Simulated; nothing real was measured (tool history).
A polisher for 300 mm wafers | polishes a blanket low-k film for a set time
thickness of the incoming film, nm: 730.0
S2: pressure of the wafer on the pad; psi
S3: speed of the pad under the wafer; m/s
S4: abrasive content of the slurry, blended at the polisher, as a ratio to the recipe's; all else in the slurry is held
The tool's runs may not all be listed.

run 1 hour=0.0 | flow_of_slurry_(ml/min)=170 S2=2.3 S3=1.06 S4=1.0 polishing_time_(s)=48 | film_removed_(nm)=20.966
run 2 hour=6.5 | flow_of_slurry_(ml/min)=205 S2=2.3 S3=1.06 S4=1.0 polishing_time_(s)=48 | film_removed_(nm)=21.430
run 3 hour=8.2 | flow_of_slurry_(ml/min)=200 S2=2.2 S3=1.06 S4=1.0 polishing_time_(s)=48 | film_removed_(nm)=20.449
run 4 hour=9.3 | flow_of_slurry_(ml/min)=200 S2=2.2 S3=0.90 S4=1.0 polishing_time_(s)=48 | film_removed_(nm)=18.745
run 5 hour=14.7 | flow_of_slurry_(ml/min)=200 S2=2.2 S3=0.90 S4=1.0 polishing_time_(s)=48 | film_removed_(nm)=18.575
run 6 hour=15.8 | flow_of_slurry_(ml/min)=195 S2=2.1 S3=0.90 S4=1.0 polishing_time_(s)=48 | film_removed_(nm)=17.708
run 7 hour=20.8 | flow_of_slurry_(ml/min)=190 S2=2.0 S3=0.90 S4=1.0 polishing_time_(s)=48 | film_removed_(nm)=16.970
run 8 hour=23.9 | flow_of_slurry_(ml/min)=185 S2=1.9 S3=0.90 S4=1.0 polishing_time_(s)=48 | film_removed_(nm)=16.106
run 9 hour=31.6 | flow_of_slurry_(ml/min)=180 S2=1.8 S3=0.90 S4=1.0 polishing_time_(s)=48 | film_removed_(nm)=15.212
run 10 hour=33.2 | flow_of_slurry_(ml/min)=130 S2=1.3 S3=0.90 S4=1.0 polishing_time_(s)=48 | film_removed_(nm)=10.496
run 11 hour=38.3 | flow_of_slurry_(ml/min)=130 S2=1.3 S3=0.90 S4=1.0 polishing_time_(s)=48 | film_removed_(nm)=10.453
run 12 hour=43.5 | flow_of_slurry_(ml/min)=135 S2=1.3 S3=0.90 S4=1.0 polishing_time_(s)=48 | film_removed_(nm)=10.501

Run 13 comes next. What will it give?
run 13 hour=52.3 | flow_of_slurry_(ml/min)=140 S2=1.3 S3=0.90 S4=1.0 polishing_time_(s)=48 | film_removed_(nm)=?

film removed (nm): 10.601
